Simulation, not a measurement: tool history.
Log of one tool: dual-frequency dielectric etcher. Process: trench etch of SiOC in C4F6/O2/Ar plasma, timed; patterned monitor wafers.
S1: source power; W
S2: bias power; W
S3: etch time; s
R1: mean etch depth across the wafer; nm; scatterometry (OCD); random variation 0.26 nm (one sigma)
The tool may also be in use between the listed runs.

Run 1, hour 0: S1 460 W, S2 239 W, S3 25.5 s. Result: R1 58.276 nm.
Run 2, hour 1.1: S1 510 W, S2 239 W, S3 25.5 s. Result: R1 60.491 nm.
Run 3, hour 7.6: S1 510 W, S2 239 W, S3 26.5 s. Result: R1 62.701 nm.
Run 4, hour 11: S1 510 W, S2 281 W, S3 26.5 s. Result: R1 66.774 nm.
Run 5, hour 19.2: S1 550 W, S2 281 W, S3 26.5 s. Result: R1 68.815 nm.
Run 6, hour 22.2: S1 490 W, S2 265 W, S3 26.5 s. Result: R1 64.612 nm.
Run 7, hour 29.2: S1 450 W, S2 250 W, S3 26.5 s. Result: R1 61.134 nm.
Run 8, hour 36.4: S1 410 W, S2 243 W, S3 26.5 s. Result: R1 58.267 nm.
Run 9, hour 38.5: S1 380 W, S2 241 W, S3 26.5 s. Result: R1 55.982 nm.
At hour 41.9: source power generator calibrated.
Run 10, hour 41.9: S1 360 W, S2 240 W, S3 26.5 s. Result: R1 54.075 nm.
Run 11, hour 43.9: S1 350 W, S2 239 W, S3 26.5 s. Result: R1 53.59 nm.
Run 12, hour 46.2: S1 350 W, S2 239 W, S3 26.5 s. Result: R1 53.238 nm.

Forecast run 13:
Run 13, hour 49.5: S1 340 W, S2 239 W, S3 26.5 s. Result: R1 ?.

{"run 13": {"R1": 52.921}}
